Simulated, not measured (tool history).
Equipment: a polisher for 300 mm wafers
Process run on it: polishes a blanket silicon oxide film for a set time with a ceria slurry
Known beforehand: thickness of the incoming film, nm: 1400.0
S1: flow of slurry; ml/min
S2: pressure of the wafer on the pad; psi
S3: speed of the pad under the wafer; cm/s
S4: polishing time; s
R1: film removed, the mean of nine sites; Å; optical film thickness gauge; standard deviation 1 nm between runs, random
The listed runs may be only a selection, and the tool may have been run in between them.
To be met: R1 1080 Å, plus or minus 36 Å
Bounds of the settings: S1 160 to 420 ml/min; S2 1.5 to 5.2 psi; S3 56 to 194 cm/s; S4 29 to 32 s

| run | hour | S1 | S2 | S3 | S4 | R1 |
|---|---|---|---|---|---|---|
| 1 | 0 | 270 | 3.3 | 124 | 32 | 1539 |
| 2 | 4.5 | 270 | 3 | 124 | 32 | 1411.5 |
| 3 | 8.1 | 270 | 3 | 124 | 32 | 1431.6 |
| 4 | 10.3 | 270 | 3 | 146 | 32 | 1653.5 |
| 5 | 12.4 | 270 | 2.6 | 146 | 32 | 1414.1 |
| 6 | 16.7 | 270 | 2.4 | 146 | 32 | 1337.3 |
| 7 | 17.9 | 270 | 2.2 | 146 | 32 | 1236.9 |
| 8 | 21.9 | 270 | 2.1 | 146 | 32 | 1185.6 |
| 9 | 22.9 | 270 | 2 | 146 | 32 | 1121 |

5 candidate next runs follow, results not yet known. Just one meets every target within its allowed miss. Identify it.
| A | 23.9 | 315 | 1.7 | 148 | 32 | ? |
| B | 23.9 | 265 | 1.9 | 158 | 32 | ? |
| C | 23.9 | 270 | 1.8 | 154 | 29 | ? |
| D | 23.9 | 285 | 2 | 138 | 29 | ? |
| E | 23.9 | 235 | 1.9 | 156 | 31 | ? |

| move | R1 |
|---|---|
| A | 971.63 |
| B | 1135.7 |
| C | 955.09 |
| D | 952.32 |
| E | 1076.2 |
A: pushes the last run's worst result past its target
B: misses by more than the last run did
C: pushes the last run's worst result past its target
D: pushes the last run's worst result past its target
E: meets every target
Answer: E
